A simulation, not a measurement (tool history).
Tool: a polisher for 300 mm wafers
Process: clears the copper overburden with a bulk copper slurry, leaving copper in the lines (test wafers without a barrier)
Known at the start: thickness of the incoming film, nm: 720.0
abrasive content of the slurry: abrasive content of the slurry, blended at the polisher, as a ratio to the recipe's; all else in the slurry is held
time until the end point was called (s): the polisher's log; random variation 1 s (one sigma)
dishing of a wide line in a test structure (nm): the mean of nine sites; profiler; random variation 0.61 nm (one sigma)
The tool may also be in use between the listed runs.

| run | hour | flow of slurry (ml/min) | pressure of the wafer on the pad (kPa) | speed of the pad under the wafer (cm/s) | abrasive content of the slurry | overpolish time after the end point (s) | time until the end point was called (s) | dishing of a wide line in a test structure (nm) |
|---|---|---|---|---|---|---|---|---|
| 1 | 0 | 250 | 13.8 | 104 | 1 | 29 | 131.77 | 68.54 |
| 2 | 6.9 | 250 | 13.8 | 104 | 0.85 | 29 | 135.45 | 67.136 |
| 3 | 14.4 | 280 | 13.8 | 104 | 0.85 | 29 | 134 | 68.063 |
| 4 | 20.1 | 280 | 13.8 | 104 | 1.05 | 29 | 131.06 | 68.85 |
| 5 | 28.9 | 280 | 14.5 | 106 | 1.05 | 23 | 120.03 | 62.517 |
| 6 | 36.9 | 335 | 14.5 | 106 | 1.05 | 23 | 119.77 | 64.805 |
| 7 | 44.9 | 335 | 15.2 | 106 | 1.05 | 20 | 112.76 | 62.045 |

Forecast run 8:
| 8 | 48.3 | 335 | 15.2 | 106 | 1.05 | 18 | ? | ? |

Run 8 gave time until the end point was called (s) 113.08, dishing of a wide line in a test structure (nm) 56.69.
